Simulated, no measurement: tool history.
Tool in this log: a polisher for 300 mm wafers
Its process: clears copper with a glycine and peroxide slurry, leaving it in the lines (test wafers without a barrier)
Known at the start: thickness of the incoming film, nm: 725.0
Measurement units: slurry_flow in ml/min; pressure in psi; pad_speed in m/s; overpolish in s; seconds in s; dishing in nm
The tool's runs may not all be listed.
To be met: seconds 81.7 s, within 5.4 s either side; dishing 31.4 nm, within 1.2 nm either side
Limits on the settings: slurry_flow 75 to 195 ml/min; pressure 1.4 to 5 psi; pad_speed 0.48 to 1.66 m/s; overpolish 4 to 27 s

| run | hour | slurry_flow | pressure | pad_speed | overpolish | seconds | dishing |
|---|---|---|---|---|---|---|---|
| 1 | 0 | 125 | 3.2 | 1.06 | 14 | 125.16 | 44.171 |
| 2 | 1.7 | 125 | 3.9 | 1.06 | 14 | 103.85 | 48.597 |
| 3 | 5.5 | 125 | 3.9 | 1.06 | 19 | 104.21 | 60.572 |
| 4 | 10.4 | 125 | 4.6 | 1.06 | 19 | 92.13 | 65.215 |
| 5 | 17.6 | 125 | 4.6 | 1.18 | 19 | 89.04 | 67.565 |
| 6 | 20 | 145 | 4.7 | 1.02 | 14 | 91.033 | 54.592 |
| 7 | 25 | 125 | 4.8 | 1.04 | 11 | 90.765 | 46.395 |
| 8 | 30.8 | 110 | 4.9 | 1.08 | 9 | 88.101 | 40.557 |
| 9 | 37.6 | 100 | 4.9 | 1.12 | 7 | 89.544 | 33.158 |
| 10 | 43.7 | 100 | 4.9 | 1.16 | 7 | 87.04 | 33.893 |
| 11 | 45.6 | 95 | 4.9 | 1.2 | 7 | 82.124 | 35.114 |
| 12 | 48.7 | 90 | 4.9 | 1.2 | 7 | 86.326 | 33.943 |
| 13 | 54.7 | 90 | 4.9 | 1.2 | 7 | 85.727 | 34.326 |

Below are 4 possible settings for the next run. Only one of them brings all results inside the allowed miss of their targets. Which is it?
| A | 60.7 | 95 | 4.9 | 1.28 | 6 | ? | ? |
| B | 60.7 | 75 | 4.7 | 1.18 | 9 | ? | ? |
| C | 60.7 | 85 | 5 | 0.98 | 7 | ? | ? |
| D | 60.7 | 120 | 5 | 0.94 | 8 | ? | ? |

| move | seconds | dishing |
|---|---|---|
| A | 82.141 | 31.413 |
| B | 93.498 | 39.212 |
| C | 96.205 | 31.4 |
| D | 92.43 | 36.19 |
A: in spec on every target
B: moves away from the targets compared with the last run
C: brings the last run's worst result on target, with another outside its allowed miss
D: moves away from the targets compared with the last run
Correct choice: A, which meets every target
